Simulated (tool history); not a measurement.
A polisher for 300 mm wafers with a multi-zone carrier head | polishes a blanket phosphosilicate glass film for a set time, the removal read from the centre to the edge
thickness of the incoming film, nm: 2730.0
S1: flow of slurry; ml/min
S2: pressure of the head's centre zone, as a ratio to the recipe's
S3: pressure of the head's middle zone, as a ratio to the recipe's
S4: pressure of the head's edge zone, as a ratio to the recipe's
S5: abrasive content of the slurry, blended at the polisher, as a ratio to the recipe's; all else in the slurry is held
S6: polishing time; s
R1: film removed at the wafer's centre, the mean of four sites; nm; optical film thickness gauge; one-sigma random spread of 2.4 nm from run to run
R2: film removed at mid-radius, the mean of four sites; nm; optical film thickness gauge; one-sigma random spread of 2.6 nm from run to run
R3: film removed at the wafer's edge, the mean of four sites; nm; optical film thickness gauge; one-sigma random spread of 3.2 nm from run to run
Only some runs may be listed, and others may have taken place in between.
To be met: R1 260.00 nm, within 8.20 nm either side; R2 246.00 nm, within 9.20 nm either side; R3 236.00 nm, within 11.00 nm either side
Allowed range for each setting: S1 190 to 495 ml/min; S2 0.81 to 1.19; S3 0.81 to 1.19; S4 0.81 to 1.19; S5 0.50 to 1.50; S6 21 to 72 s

{"run": 1, "hour": 0.0, "S1": 320, "S2": 1.0, "S3": 1.0, "S4": 1.0, "S5": 1.0, "S6": 46, "R1": 465.68, "R2": 423.71, "R3": 413.05}
{"run": 2, "hour": 2.7, "S1": 320, "S2": 0.97, "S3": 0.98, "S4": 0.96, "S5": 0.85, "S6": 42, "R1": 389.68, "R2": 360.21, "R3": 344.54}
{"run": 3, "hour": 7.5, "S1": 320, "S2": 0.97, "S3": 0.98, "S4": 0.96, "S5": 1.05, "S6": 42, "R1": 418.12, "R2": 378.87, "R3": 379.82}
{"run": 4, "hour": 13.3, "S1": 320, "S2": 0.97, "S3": 0.91, "S4": 0.96, "S5": 1.05, "S6": 42, "R1": 420.22, "R2": 359.47, "R3": 386.92}
{"run": 5, "hour": 16.1, "S1": 320, "S2": 0.94, "S3": 0.91, "S4": 0.93, "S5": 0.9, "S6": 40, "R1": 371.23, "R2": 332.37, "R3": 342.05}
{"run": 6, "hour": 17.9, "S1": 315, "S2": 0.93, "S3": 0.9, "S4": 0.91, "S5": 0.75, "S6": 38, "R1": 326.68, "R2": 286.72, "R3": 299.51}
{"run": 7, "hour": 20.3, "S1": 315, "S2": 0.92, "S3": 0.91, "S4": 0.89, "S5": 0.65, "S6": 37, "R1": 298.33, "R2": 271.37, "R3": 270.23}
{"run": 8, "hour": 21.3, "S1": 310, "S2": 0.91, "S3": 0.91, "S4": 0.87, "S5": 0.6, "S6": 37, "R1": 289.02, "R2": 262.63, "R3": 256.85}
{"hour": 24.9, "done": "centre zone pressure recalibrated"}
{"run": 9, "hour": 24.9, "S1": 300, "S2": 0.89, "S3": 0.9, "S4": 0.85, "S5": 0.6, "S6": 37, "R1": 248.55, "R2": 258.09, "R3": 253.66}
{"run": 10, "hour": 29.3, "S1": 315, "S2": 0.9, "S3": 0.9, "S4": 0.84, "S5": 0.55, "S6": 37, "R1": 243.46, "R2": 256.01, "R3": 244.92}
{"run": 11, "hour": 31.0, "S1": 305, "S2": 0.92, "S3": 0.9, "S4": 0.84, "S5": 0.55, "S6": 37, "R1": 249.15, "R2": 251.82, "R3": 248.82}
{"run": 12, "hour": 32.6, "S1": 330, "S2": 0.93, "S3": 0.9, "S4": 0.84, "S5": 0.55, "S6": 36, "R1": 248.59, "R2": 253.94, "R3": 244.76}

5 next moves are on the table. One of them brings every result within its allowed miss. Which?
{"run": "A", "hour": 34.2, "S1": 320, "S2": 1.09, "S3": 0.94, "S4": 0.86, "S5": 0.8, "S6": 31, "R1": "?", "R2": "?", "R3": "?"}
{"run": "B", "hour": 34.2, "S1": 275, "S2": 1.07, "S3": 0.86, "S4": 0.98, "S5": 0.6, "S6": 35, "R1": "?", "R2": "?", "R3": "?"}
{"run": "C", "hour": 34.2, "S1": 265, "S2": 1.05, "S3": 0.97, "S4": 0.9, "S5": 0.6, "S6": 33, "R1": "?", "R2": "?", "R3": "?"}
{"run": "D", "hour": 34.2, "S1": 295, "S2": 0.97, "S3": 0.81, "S4": 0.94, "S5": 0.6, "S6": 36, "R1": "?", "R2": "?", "R3": "?"}
{"run": "E", "hour": 34.2, "S1": 270, "S2": 0.93, "S3": 0.84, "S4": 0.86, "S5": 0.5, "S6": 40, "R1": "?", "R2": "?", "R3": "?"}

move=A R1=286.60 R2=249.98 R3=236.90
move=B R1=283.61 R2=234.60 R3=255.47
move=C R1=261.39 R2=243.55 R3=230.41
move=D R1=266.31 R2=231.57 R3=259.25
move=E R1=264.54 R2=247.53 R3=258.63
A: the result that was furthest off in the last run now lies on the other side of its target
B: the result that was furthest off in the last run now lies on the other side of its target
C: every result lands within tolerance
D: the worst result of the last run now meets its target, but another is out of spec
E: the worst result of the last run now meets its target, but another is out of spec
Answer: C
